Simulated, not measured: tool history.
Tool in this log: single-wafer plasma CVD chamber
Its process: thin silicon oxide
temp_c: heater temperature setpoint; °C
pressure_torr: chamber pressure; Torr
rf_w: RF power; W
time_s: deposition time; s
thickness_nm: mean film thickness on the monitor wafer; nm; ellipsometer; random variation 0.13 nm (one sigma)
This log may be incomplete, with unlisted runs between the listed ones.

| run | hour | temp_c | pressure_torr | rf_w | time_s | thickness_nm |
|---|---|---|---|---|---|---|
| 1 | 0.0 | 380 | 0.832 | 360 | 13.8 | 26.101 |
| 2 | 6.7 | 380 | 0.905 | 360 | 13.8 | 28.116 |
| 3 | 9.3 | 370 | 0.905 | 360 | 13.8 | 28.576 |
| 4 | 13.0 | 370 | 0.905 | 360 | 13.8 | 28.413 |
| 5 | 15.1 | 375 | 0.905 | 360 | 13.8 | 28.440 |
| 6 | 15.7 | 375 | 0.917 | 360 | 13.8 | 28.582 |

Run 7, settings as shown, results not yet in. Your forecast:
| 7 | 23.5 | 375 | 0.929 | 360 | 13.8 | ? |

Logged for run 7: thickness_nm 29.084 nm.
